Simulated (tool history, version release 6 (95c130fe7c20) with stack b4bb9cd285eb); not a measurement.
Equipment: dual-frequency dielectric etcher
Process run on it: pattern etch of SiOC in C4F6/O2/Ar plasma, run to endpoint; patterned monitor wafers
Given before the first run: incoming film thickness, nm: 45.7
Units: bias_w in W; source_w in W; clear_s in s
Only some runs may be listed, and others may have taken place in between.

Run 1, hour 0.0: bias_w 433 W, source_w 430 W. Result: clear_s 15.309 s.
Run 2, hour 1.4: bias_w 397 W, source_w 410 W. Result: clear_s 16.320 s.
Run 3, hour 4.2: bias_w 369 W, source_w 410 W. Result: clear_s 16.923 s.
Run 4, hour 13.1: bias_w 427 W, source_w 410 W. Result: clear_s 15.730 s.
Run 5, hour 14.6: bias_w 376 W, source_w 410 W. Result: clear_s 16.914 s.
Run 6, hour 15.1: bias_w 357 W, source_w 410 W. Result: clear_s 17.209 s.
Run 7, hour 24.0: bias_w 340 W, source_w 410 W. Result: clear_s 17.569 s.
Run 8, hour 32.7: bias_w 326 W, source_w 410 W. Result: clear_s 18.093 s.

Forecast run 9:
Run 9, hour 33.8: bias_w 318 W, source_w 410 W. Result: clear_s ?.

{"run 9": {"clear_s": 18.358}}
